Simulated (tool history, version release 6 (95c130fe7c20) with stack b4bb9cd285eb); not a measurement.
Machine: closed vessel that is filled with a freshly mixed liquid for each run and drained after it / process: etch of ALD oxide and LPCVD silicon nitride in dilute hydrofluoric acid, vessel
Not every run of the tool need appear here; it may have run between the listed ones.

run    day  temperature setpoint of the liquid (°C)  parts of water to one part of 49 % hydrofluoric acid (parts by volume)  time in the liquid (s)  thickness taken off the ALD oxide on a monitor wafer (nm)  thickness taken off the LPCVD silicon nitride on a monitor wafer (nm)
  1      0                                       25                                                                     225                     100                                                     5.1658                                                                0.25329
  2  0.288                                       26                                                                     225                     100                                                     5.4183                                                                0.27098
  3  0.492                                       28                                                                     225                     100                                                     5.6676                                                                0.33485
  4  0.646                                       28                                                                     220                     100                                                     5.9171                                                                0.31515
  5  0.767                                       28                                                                     265                     100                                                     4.6608                                                                0.32294
  6  0.896                                       28                                                                     265                      70                                                     3.2369                                                                0.20625
  7  1.238                                       28                                                                     265                      70                                                     3.2211                                                                0.19384
     1.346  -- thermometer replaced
  8  1.346                                     29.5                                                                     240                      70                                                     3.6981                                                                0.24898
  9  1.617                                     29.5                                                                     210                      70                                                     4.3743                                                                 0.2412
 10  1.696                                     30.5                                                                     195                      70                                                      4.903                                                                0.28979
 11  2.021                                       32                                                                     155                      70                                                     6.8884                                                                0.39119
 12   2.35                                     31.5                                                                     155                      70                                                     6.7636                                                                0.40999
 13  2.388                                     30.5                                                                     155                      70                                                      6.603                                                                0.41873

Forecast run 14:
 14  2.496                                     29.5                                                                     155                      70                                                          ?                                                                      ?

Run 14 produced thickness taken off the ALD oxide on a monitor wafer (nm) 6.3674, thickness taken off the LPCVD silicon nitride on a monitor wafer (nm) 0.32931.
